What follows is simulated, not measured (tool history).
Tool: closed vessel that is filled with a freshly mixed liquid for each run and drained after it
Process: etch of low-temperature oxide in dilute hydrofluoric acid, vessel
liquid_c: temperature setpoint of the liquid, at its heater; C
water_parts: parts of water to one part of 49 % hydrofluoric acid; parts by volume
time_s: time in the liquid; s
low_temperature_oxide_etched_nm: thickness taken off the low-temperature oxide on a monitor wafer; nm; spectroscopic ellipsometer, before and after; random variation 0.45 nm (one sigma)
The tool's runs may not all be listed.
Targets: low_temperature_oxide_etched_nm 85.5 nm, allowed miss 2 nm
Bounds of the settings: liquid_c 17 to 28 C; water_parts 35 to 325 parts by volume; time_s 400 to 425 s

run	hour	liquid_c	water_parts	time_s	low_temperature_oxide_etched_nm
1	0	20	180	400	40.114
2	3.4	21	170	400	44.4
3	6	22	160	400	49.623
4	7.8	22	105	400	79.987
5	11.6	22	70	400	124.63
6	19.4	22	35	400	261.9
7	22.8	18	100	400	71.409
8	28.4	18.5	100	400	73.538
9	31.3	19.5	100	400	76.603
10	40.6	20.5	100	400	79.67
11	48.6	21	100	400	81.179

Which of these 4 next moves meets every target?
A	56.6	23.5	120	420	?
B	56.6	19	100	425	?
C	56.6	21	105	425	?
D	56.6	18	90	425	?

move	low_temperature_oxide_etched_nm
A	77.174
B	79.783
C	82.078
D	85.897
A: further off than the last run
B: further off than the last run
C: nearer than the last run, and not there yet
D: meets every target
Answer: D
